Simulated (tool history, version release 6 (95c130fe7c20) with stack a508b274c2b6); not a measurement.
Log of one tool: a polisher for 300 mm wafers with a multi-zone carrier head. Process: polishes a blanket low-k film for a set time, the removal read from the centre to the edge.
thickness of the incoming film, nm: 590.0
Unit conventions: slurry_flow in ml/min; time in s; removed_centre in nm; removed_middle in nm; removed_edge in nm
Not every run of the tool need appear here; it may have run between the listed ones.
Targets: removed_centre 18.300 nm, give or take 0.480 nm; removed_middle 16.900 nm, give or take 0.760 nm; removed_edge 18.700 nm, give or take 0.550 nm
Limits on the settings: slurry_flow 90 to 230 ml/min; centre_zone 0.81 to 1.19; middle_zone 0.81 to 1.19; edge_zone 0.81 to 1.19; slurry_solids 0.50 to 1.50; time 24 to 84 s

run 1 hour=0.0 | slurry_flow=150 centre_zone=1.00 middle_zone=1.00 edge_zone=1.00 slurry_solids=1.00 time=54 | removed_centre=15.558 removed_middle=15.540 removed_edge=15.279
run 2 hour=5.0 | slurry_flow=150 centre_zone=1.07 middle_zone=1.00 edge_zone=1.00 slurry_solids=1.00 time=54 | removed_centre=16.510 removed_middle=15.377 removed_edge=15.544
run 3 hour=7.8 | slurry_flow=150 centre_zone=1.07 middle_zone=1.00 edge_zone=1.00 slurry_solids=1.00 time=63 | removed_centre=19.266 removed_middle=17.965 removed_edge=17.961
run 4 hour=10.9 | slurry_flow=145 centre_zone=1.06 middle_zone=0.99 edge_zone=1.02 slurry_solids=1.00 time=63 | removed_centre=19.175 removed_middle=17.671 removed_edge=18.053
run 5 hour=15.6 | slurry_flow=145 centre_zone=1.05 middle_zone=0.99 edge_zone=1.04 slurry_solids=1.00 time=63 | removed_centre=18.912 removed_middle=17.846 removed_edge=18.303
run 6 hour=17.7 | slurry_flow=145 centre_zone=1.05 middle_zone=0.99 edge_zone=1.04 slurry_solids=1.00 time=52 | removed_centre=15.414 removed_middle=14.479 removed_edge=14.836
run 7 hour=18.3 | slurry_flow=150 centre_zone=1.05 middle_zone=0.98 edge_zone=1.06 slurry_solids=1.05 time=52 | removed_centre=16.050 removed_middle=14.832 removed_edge=15.575
run 8 hour=25.2 | slurry_flow=150 centre_zone=1.05 middle_zone=0.98 edge_zone=1.06 slurry_solids=1.05 time=52 | removed_centre=16.206 removed_middle=15.132 removed_edge=15.646
run 9 hour=25.9 | slurry_flow=160 centre_zone=1.04 middle_zone=0.97 edge_zone=1.08 slurry_solids=1.05 time=52 | removed_centre=16.339 removed_middle=15.085 removed_edge=15.902
run 10 hour=33.1 | slurry_flow=165 centre_zone=1.03 middle_zone=0.96 edge_zone=1.10 slurry_solids=1.05 time=52 | removed_centre=15.929 removed_middle=14.790 removed_edge=16.265
run 11 hour=35.7 | slurry_flow=170 centre_zone=1.04 middle_zone=0.97 edge_zone=1.11 slurry_solids=1.05 time=52 | removed_centre=16.576 removed_middle=15.481 removed_edge=16.265
run 12 hour=44.3 | slurry_flow=175 centre_zone=1.04 middle_zone=0.96 edge_zone=1.12 slurry_solids=1.05 time=52 | removed_centre=16.416 removed_middle=15.231 removed_edge=16.517
run 13 hour=51.1 | slurry_flow=180 centre_zone=1.04 middle_zone=0.96 edge_zone=1.13 slurry_solids=1.05 time=52 | removed_centre=16.830 removed_middle=15.336 removed_edge=16.397
run 14 hour=57.5 | slurry_flow=180 centre_zone=1.03 middle_zone=0.96 edge_zone=1.14 slurry_solids=1.10 time=52 | removed_centre=16.930 removed_middle=15.896 removed_edge=17.140
run 15 hour=63.5 | slurry_flow=185 centre_zone=1.03 middle_zone=0.96 edge_zone=1.15 slurry_solids=1.10 time=52 | removed_centre=17.179 removed_middle=15.728 removed_edge=17.032
run 16 hour=71.7 | slurry_flow=185 centre_zone=1.02 middle_zone=0.96 edge_zone=1.16 slurry_solids=1.10 time=52 | removed_centre=16.925 removed_middle=15.800 removed_edge=17.477

Of the 4 settings listed for the next run, only one would bring every result within its allowed miss of target. Which one?
run A hour=79.9 | slurry_flow=200 centre_zone=1.15 middle_zone=1.14 edge_zone=1.08 slurry_solids=1.25 time=47 | removed_centre=? removed_middle=? removed_edge=?
run B hour=79.9 | slurry_flow=230 centre_zone=1.02 middle_zone=0.95 edge_zone=1.17 slurry_solids=1.10 time=55 | removed_centre=? removed_middle=? removed_edge=?
run C hour=79.9 | slurry_flow=185 centre_zone=1.03 middle_zone=0.99 edge_zone=1.14 slurry_solids=1.15 time=53 | removed_centre=? removed_middle=? removed_edge=?
run D hour=79.9 | slurry_flow=180 centre_zone=0.95 middle_zone=1.03 edge_zone=1.11 slurry_solids=1.10 time=50 | removed_centre=? removed_middle=? removed_edge=?

move=A removed_centre=18.492 removed_middle=17.667 removed_edge=16.275
move=B removed_centre=18.506 removed_middle=17.197 removed_edge=18.959
move=C removed_centre=17.769 removed_middle=16.940 removed_edge=17.991
move=D removed_centre=15.102 removed_middle=16.042 removed_edge=16.305
A: gets the furthest-off result to its target, but another result is out of tolerance
B: every result within its allowed miss
C: closes in on the targets versus the last run, not all within tolerance yet
D: misses by more than the last run did
So the answer is move B, the one that meets all the targets.
